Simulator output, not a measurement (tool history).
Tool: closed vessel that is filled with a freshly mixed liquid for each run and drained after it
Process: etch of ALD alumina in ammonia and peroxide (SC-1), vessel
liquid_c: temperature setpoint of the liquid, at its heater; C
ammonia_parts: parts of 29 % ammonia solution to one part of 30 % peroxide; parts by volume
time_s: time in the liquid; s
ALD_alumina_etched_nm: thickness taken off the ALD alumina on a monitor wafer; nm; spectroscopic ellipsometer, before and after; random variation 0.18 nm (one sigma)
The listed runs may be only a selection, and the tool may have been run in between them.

{"run": 1, "hour": 0.0, "liquid_c": 63, "ammonia_parts": 0.8, "time_s": 435, "ALD_alumina_etched_nm": 36.539}
{"run": 2, "hour": 4.9, "liquid_c": 63, "ammonia_parts": 0.95, "time_s": 435, "ALD_alumina_etched_nm": 36.446}
{"run": 3, "hour": 9.5, "liquid_c": 63, "ammonia_parts": 1.15, "time_s": 435, "ALD_alumina_etched_nm": 37.587}
{"run": 4, "hour": 13.7, "liquid_c": 63, "ammonia_parts": 1.2, "time_s": 435, "ALD_alumina_etched_nm": 37.421}
{"run": 5, "hour": 16.3, "liquid_c": 66.5, "ammonia_parts": 1.2, "time_s": 435, "ALD_alumina_etched_nm": 45.229}
{"run": 6, "hour": 24.8, "liquid_c": 70, "ammonia_parts": 1.2, "time_s": 435, "ALD_alumina_etched_nm": 52.644}
{"run": 7, "hour": 32.5, "liquid_c": 65, "ammonia_parts": 1.2, "time_s": 435, "ALD_alumina_etched_nm": 42.014}
{"run": 8, "hour": 38.2, "liquid_c": 61.5, "ammonia_parts": 1.2, "time_s": 435, "ALD_alumina_etched_nm": 35.251}
{"run": 9, "hour": 39.4, "liquid_c": 61.5, "ammonia_parts": 1.2, "time_s": 435, "ALD_alumina_etched_nm": 34.724}

The next listed run, before its measurement:
{"run": 10, "hour": 47.5, "liquid_c": 58.5, "ammonia_parts": 1.2, "time_s": 435, "ALD_alumina_etched_nm": "?"}

{"run 10": {"ALD_alumina_etched_nm": 30.009}}
